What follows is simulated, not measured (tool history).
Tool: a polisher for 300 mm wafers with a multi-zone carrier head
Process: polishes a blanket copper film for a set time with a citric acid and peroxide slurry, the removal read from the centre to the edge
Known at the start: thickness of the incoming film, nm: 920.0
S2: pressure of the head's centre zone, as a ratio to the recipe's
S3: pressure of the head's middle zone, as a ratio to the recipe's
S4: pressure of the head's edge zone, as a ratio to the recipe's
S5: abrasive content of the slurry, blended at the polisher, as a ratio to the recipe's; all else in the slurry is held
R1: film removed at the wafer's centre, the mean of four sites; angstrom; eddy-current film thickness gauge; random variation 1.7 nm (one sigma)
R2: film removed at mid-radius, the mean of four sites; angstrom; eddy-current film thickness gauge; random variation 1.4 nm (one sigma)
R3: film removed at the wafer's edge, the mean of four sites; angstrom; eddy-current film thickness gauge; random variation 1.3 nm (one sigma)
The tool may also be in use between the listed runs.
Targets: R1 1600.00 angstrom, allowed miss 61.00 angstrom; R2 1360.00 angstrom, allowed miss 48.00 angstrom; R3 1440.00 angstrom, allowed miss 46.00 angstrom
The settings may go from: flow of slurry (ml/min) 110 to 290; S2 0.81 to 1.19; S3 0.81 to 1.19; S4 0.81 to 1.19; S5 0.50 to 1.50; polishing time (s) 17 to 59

Run 1, hour 0.0: flow of slurry (ml/min) 185, S2 1.00, S3 1.00, S4 1.00, S5 1.00, polishing time (s) 38. Result: R1 1080.40 angstrom, R2 1091.60 angstrom, R3 1072.30 angstrom.
Run 2, hour 8.8: flow of slurry (ml/min) 205, S2 1.00, S3 1.00, S4 1.00, S5 1.00, polishing time (s) 38. Result: R1 1083.10 angstrom, R2 1088.80 angstrom, R3 1063.70 angstrom.
Run 3, hour 16.2: flow of slurry (ml/min) 205, S2 1.00, S3 1.00, S4 1.00, S5 1.00, polishing time (s) 31. Result: R1 903.13 angstrom, R2 895.85 angstrom, R3 877.51 angstrom.
Run 4, hour 19.3: flow of slurry (ml/min) 205, S2 1.00, S3 0.94, S4 1.00, S5 1.00, polishing time (s) 31. Result: R1 894.05 angstrom, R2 861.63 angstrom, R3 873.95 angstrom.
Run 5, hour 21.2: flow of slurry (ml/min) 170, S2 1.00, S3 0.94, S4 1.00, S5 1.00, polishing time (s) 31. Result: R1 862.89 angstrom, R2 838.11 angstrom, R3 852.06 angstrom.
Run 6, hour 29.7: flow of slurry (ml/min) 190, S2 1.05, S3 0.96, S4 1.05, S5 1.15, polishing time (s) 35. Result: R1 1085.80 angstrom, R2 1008.00 angstrom, R3 1021.40 angstrom.
Run 7, hour 34.6: flow of slurry (ml/min) 225, S2 1.13, S3 0.96, S4 1.15, S5 1.40, polishing time (s) 43. Result: R1 1480.00 angstrom, R2 1294.00 angstrom, R3 1391.50 angstrom.
Run 8, hour 35.7: flow of slurry (ml/min) 230, S2 1.15, S3 0.97, S4 1.16, S5 1.45, polishing time (s) 43. Result: R1 1478.20 angstrom, R2 1332.40 angstrom, R3 1398.50 angstrom.
Run 9, hour 42.7: flow of slurry (ml/min) 235, S2 1.16, S3 0.96, S4 1.15, S5 1.45, polishing time (s) 43. Result: R1 1514.80 angstrom, R2 1316.40 angstrom, R3 1423.40 angstrom.
Run 10, hour 49.0: flow of slurry (ml/min) 240, S2 1.17, S3 0.96, S4 1.13, S5 1.45, polishing time (s) 43. Result: R1 1516.30 angstrom, R2 1336.50 angstrom, R3 1403.20 angstrom.
Run 11, hour 57.5: flow of slurry (ml/min) 265, S2 1.19, S3 0.93, S4 1.13, S5 1.50, polishing time (s) 43. Result: R1 1567.90 angstrom, R2 1300.50 angstrom, R3 1428.10 angstrom.
Run 12, hour 62.4: flow of slurry (ml/min) 265, S2 1.19, S3 0.94, S4 1.12, S5 1.50, polishing time (s) 43. Result: R1 1589.00 angstrom, R2 1305.70 angstrom, R3 1412.50 angstrom.

4 next moves are on the table. One of them brings every result within its allowed miss. Which?
Run A, hour 67.3: flow of slurry (ml/min) 265, S2 1.19, S3 0.89, S4 1.16, S5 1.50, polishing time (s) 42. Result: R1 ?, R2 ?, R3 ?.
Run B, hour 67.3: flow of slurry (ml/min) 260, S2 1.16, S3 0.94, S4 1.09, S5 1.45, polishing time (s) 45. Result: R1 ?, R2 ?, R3 ?.
Run C, hour 67.3: flow of slurry (ml/min) 275, S2 1.19, S3 0.90, S4 1.11, S5 1.40, polishing time (s) 42. Result: R1 ?, R2 ?, R3 ?.
Run D, hour 67.3: flow of slurry (ml/min) 250, S2 1.18, S3 0.87, S4 1.17, S5 1.50, polishing time (s) 42. Result: R1 ?, R2 ?, R3 ?.

move       R1       R2       R3
   A  1511.60  1243.20  1432.20
   B  1571.50  1382.60  1473.50
   C  1496.10  1241.50  1383.90
   D  1492.20  1214.00  1433.60
A: further off than the last run
B: meets every target
C: further off than the last run
D: further off than the last run
The right move is B.

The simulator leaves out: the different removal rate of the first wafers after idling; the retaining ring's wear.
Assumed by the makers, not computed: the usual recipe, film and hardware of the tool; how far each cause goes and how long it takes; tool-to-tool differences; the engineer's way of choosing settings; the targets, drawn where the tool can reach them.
